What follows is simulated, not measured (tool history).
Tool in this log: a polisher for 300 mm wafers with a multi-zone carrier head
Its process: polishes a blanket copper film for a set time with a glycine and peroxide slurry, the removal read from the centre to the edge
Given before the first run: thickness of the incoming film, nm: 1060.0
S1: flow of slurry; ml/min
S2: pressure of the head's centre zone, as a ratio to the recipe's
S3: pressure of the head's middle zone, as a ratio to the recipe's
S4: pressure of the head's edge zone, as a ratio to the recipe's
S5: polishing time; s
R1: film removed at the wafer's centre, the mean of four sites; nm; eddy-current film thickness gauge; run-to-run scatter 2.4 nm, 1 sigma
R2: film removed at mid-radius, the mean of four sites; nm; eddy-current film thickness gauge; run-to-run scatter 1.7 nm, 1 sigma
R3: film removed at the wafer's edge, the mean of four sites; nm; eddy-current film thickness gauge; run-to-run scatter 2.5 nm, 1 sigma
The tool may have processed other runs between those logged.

Run 1, hour 0.0: S1 195 ml/min, S2 1.00, S3 1.00, S4 1.00, S5 49 s. Result: R1 386.51 nm, R2 379.79 nm, R3 392.21 nm.
Run 2, hour 0.9: S1 190 ml/min, S2 1.00, S3 0.97, S4 0.95, S5 43 s. Result: R1 342.40 nm, R2 326.47 nm, R3 337.78 nm.
Run 3, hour 2.4: S1 190 ml/min, S2 1.00, S3 0.97, S4 1.01, S5 43 s. Result: R1 341.97 nm, R2 321.12 nm, R3 344.05 nm.
Run 4, hour 6.5: S1 190 ml/min, S2 0.94, S3 0.97, S4 1.01, S5 43 s. Result: R1 321.98 nm, R2 324.68 nm, R3 347.88 nm.
Run 5, hour 7.8: S1 190 ml/min, S2 0.94, S3 0.97, S4 1.05, S5 43 s. Result: R1 319.04 nm, R2 324.21 nm, R3 341.74 nm.
Run 6, hour 9.1: S1 190 ml/min, S2 0.94, S3 0.89, S4 1.05, S5 43 s. Result: R1 323.87 nm, R2 298.13 nm, R3 350.63 nm.
Run 7, hour 10.5: S1 190 ml/min, S2 0.96, S3 0.91, S4 1.01, S5 38 s. Result: R1 292.12 nm, R2 272.74 nm, R3 302.71 nm.
Run 8, hour 18.3: S1 190 ml/min, S2 0.97, S3 0.91, S4 0.97, S5 36 s. Result: R1 280.73 nm, R2 256.67 nm, R3 284.16 nm.
Run 9, hour 25.9: S1 185 ml/min, S2 0.98, S3 0.92, S4 0.93, S5 35 s. Result: R1 267.11 nm, R2 251.99 nm, R3 271.58 nm.
Run 10, hour 32.6: S1 155 ml/min, S2 1.08, S3 0.91, S4 0.83, S5 33 s. Result: R1 276.51 nm, R2 228.30 nm, R3 235.51 nm.
Run 11, hour 34.3: S1 155 ml/min, S2 1.06, S3 0.92, S4 0.84, S5 33 s. Result: R1 269.20 nm, R2 227.75 nm, R3 241.00 nm.

What will run 12 give?
Run 12, hour 42.5: S1 155 ml/min, S2 1.05, S3 0.93, S4 0.83, S5 33 s. Result: R1 ?, R2 ?, R3 ?.

Run 12 came out at R1 267.79 nm, R2 232.21 nm, R3 238.82 nm.
